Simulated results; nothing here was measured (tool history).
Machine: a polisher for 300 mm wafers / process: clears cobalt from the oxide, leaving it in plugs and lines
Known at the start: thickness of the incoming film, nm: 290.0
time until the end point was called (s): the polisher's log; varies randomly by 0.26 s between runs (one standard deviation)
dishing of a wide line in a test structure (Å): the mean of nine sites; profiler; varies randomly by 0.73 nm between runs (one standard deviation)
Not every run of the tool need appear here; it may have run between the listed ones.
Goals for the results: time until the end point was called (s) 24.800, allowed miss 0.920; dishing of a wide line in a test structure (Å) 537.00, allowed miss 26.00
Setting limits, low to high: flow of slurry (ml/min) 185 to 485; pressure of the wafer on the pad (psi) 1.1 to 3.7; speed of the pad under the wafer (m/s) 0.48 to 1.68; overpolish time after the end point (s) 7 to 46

run	hour	flow of slurry (ml/min)	pressure of the wafer on the pad (psi)	speed of the pad under the wafer (m/s)	overpolish time after the end point (s)	time until the end point was called (s)	dishing of a wide line in a test structure (Å)
1	0.0	310	2.4	1.08	24	41.628	512.22
2	6.2	310	2.7	1.08	23	36.653	518.33
3	9.0	310	2.7	1.08	16	37.611	472.42
4	13.0	310	3.0	1.08	18	33.376	505.78
5	17.3	365	3.0	1.08	18	33.595	501.89
6	19.9	415	3.0	1.08	18	33.022	500.06
7	28.3	415	3.2	1.08	18	30.815	498.69
8	34.8	415	3.3	1.10	19	29.674	525.73
9	42.4	415	3.4	1.12	18	28.327	519.77
10	45.3	415	3.5	1.14	18	27.302	526.67
11	51.1	415	3.6	1.16	18	26.193	519.02
12	58.2	415	3.6	1.16	19	26.364	531.11

Exactly one of the 5 candidate moves below puts every result within its allowed miss. Which one?
A	65.3	260	3.4	1.18	22	?	?
B	65.3	465	3.4	1.18	25	?	?
C	65.3	405	3.6	1.10	16	?	?
D	65.3	450	3.7	1.18	23	?	?
E	65.3	405	3.7	1.10	21	?	?

move	time until the end point was called (s)	dishing of a wide line in a test structure (Å)
A	28.527	518.10
B	27.178	523.45
C	27.241	502.32
D	25.068	523.07
E	26.519	518.98
A: lands further from the targets than the last run did
B: lands further from the targets than the last run did
C: lands further from the targets than the last run did
D: in spec on every target
E: lands further from the targets than the last run did
Answer: D

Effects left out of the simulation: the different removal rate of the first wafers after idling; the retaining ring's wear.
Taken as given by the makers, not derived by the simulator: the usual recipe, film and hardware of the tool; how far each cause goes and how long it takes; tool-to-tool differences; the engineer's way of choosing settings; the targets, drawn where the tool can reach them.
